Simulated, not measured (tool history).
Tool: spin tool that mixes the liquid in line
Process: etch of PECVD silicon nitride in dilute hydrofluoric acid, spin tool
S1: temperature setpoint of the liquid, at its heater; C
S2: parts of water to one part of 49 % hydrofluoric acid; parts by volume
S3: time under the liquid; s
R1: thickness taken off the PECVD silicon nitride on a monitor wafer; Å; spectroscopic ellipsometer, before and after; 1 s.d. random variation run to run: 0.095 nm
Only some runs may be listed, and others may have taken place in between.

run 1 day=0.000 | S1=21.0 S2=220 S3=265 | R1=25.309
run 2 day=0.129 | S1=21.0 S2=220 S3=285 | R1=27.841
run 3 day=0.162 | S1=22.5 S2=215 S3=285 | R1=31.367
run 4 day=0.404 | S1=24.0 S2=210 S3=285 | R1=36.185
run 5 day=0.775 | S1=24.0 S2=210 S3=285 | R1=36.910
run 6 day=1.075 | S1=24.5 S2=210 S3=285 | R1=35.326
run 7 day=1.279 | S1=28.0 S2=160 S3=285 | R1=59.820

Run 8 comes next. What will it give?
run 8 day=1.308 | S1=27.5 S2=160 S3=285 | R1=?

{"run 8": {"R1": 56.387}}
